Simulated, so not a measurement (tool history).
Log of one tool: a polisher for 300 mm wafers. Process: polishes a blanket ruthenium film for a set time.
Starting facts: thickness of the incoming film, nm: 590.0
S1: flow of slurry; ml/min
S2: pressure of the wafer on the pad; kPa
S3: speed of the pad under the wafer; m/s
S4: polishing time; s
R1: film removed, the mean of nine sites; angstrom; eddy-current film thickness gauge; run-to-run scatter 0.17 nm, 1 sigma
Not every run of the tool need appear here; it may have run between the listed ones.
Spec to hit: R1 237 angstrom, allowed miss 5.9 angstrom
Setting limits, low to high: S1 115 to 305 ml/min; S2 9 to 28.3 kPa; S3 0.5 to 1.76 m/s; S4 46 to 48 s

run	hour	S1	S2	S3	S4	R1
1	0	195	18.6	1.12	46	754.53
2	5.3	170	15.9	0.94	46	526.37
3	8.2	160	13.8	0.84	46	413.65
4	10.1	160	13.8	1	46	488.39
5	15.1	185	13.8	1	46	499.61
6	16.2	185	13.8	1.12	46	555.37
7	20	175	12.4	0.96	46	430.58
8	21	170	11.7	0.86	46	364.33
9	23.6	170	11	0.8	46	321.87
10	24.4	170	10.3	0.76	46	284.2
11	25.5	170	9.7	0.74	46	263.83
12	30.7	170	9.7	0.74	46	263.05
13	34.7	170	9.7	0.72	46	259.01

Consider the 4 candidate settings below. Which is the only one whose results all fall within their allowed miss of target?
A	38.7	135	9	0.74	46	?
B	38.7	195	9	0.88	46	?
C	38.7	210	10.3	0.62	48	?
D	38.7	180	11	0.6	48	?

move	R1
A	232.79
B	292.51
C	252.55
D	254.73
A: meets every target
B: lands further from the targets than the last run did
C: closer than the last run, but not yet in spec
D: closer than the last run, but not yet in spec
Go with A: it meets all targets.
